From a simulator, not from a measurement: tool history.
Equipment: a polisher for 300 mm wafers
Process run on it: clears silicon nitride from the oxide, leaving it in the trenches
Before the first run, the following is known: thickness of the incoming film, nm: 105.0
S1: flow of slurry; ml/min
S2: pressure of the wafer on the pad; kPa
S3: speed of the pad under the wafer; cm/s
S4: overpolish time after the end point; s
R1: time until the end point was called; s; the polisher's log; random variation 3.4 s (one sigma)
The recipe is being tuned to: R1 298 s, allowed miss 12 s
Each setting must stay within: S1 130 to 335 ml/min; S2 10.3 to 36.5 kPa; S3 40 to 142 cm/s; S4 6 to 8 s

run  hour   S1    S2   S3  S4      R1
  1     0  215  23.4   90   8   124.9
  2   8.3  215  23.4  100   8   110.3
  3    10  215  23.4   86   8   128.9
  4  16.3  215  23.4   68   8  164.42
  5  17.4  215  20.7   68   8  174.04
  6  21.8  215  24.1   68   8  156.84
  7  29.6  215  21.4   66   8  174.73
  8  36.7  215  21.4   66   8  176.49
  9    45  210  14.5   60   8   241.2
 10  50.6  210  13.8   58   8  252.52
 11  54.1  210  13.1   58   8  258.38
 12    58  210  12.4   58   8  259.31
 13  63.6  210  11.7   56   8  278.61

5 next moves are on the table. One of them brings every result within its allowed miss. Which?
  A  69.2  145  17.9  50   6   ?
  B  69.2  245    11  54   6   ?
  C  69.2  200  15.2  52   7   ?
  D  69.2  200  12.4  56   8   ?
  E  69.2  285  13.8  54   8   ?

move      R1
   A  271.46
   B  294.74
   C  269.83
   D  277.42
   E  261.47
A: moves away from the targets compared with the last run
B: all results land within tolerance of their targets
C: moves away from the targets compared with the last run
D: moves away from the targets compared with the last run
E: moves away from the targets compared with the last run
Move B is the one to make.
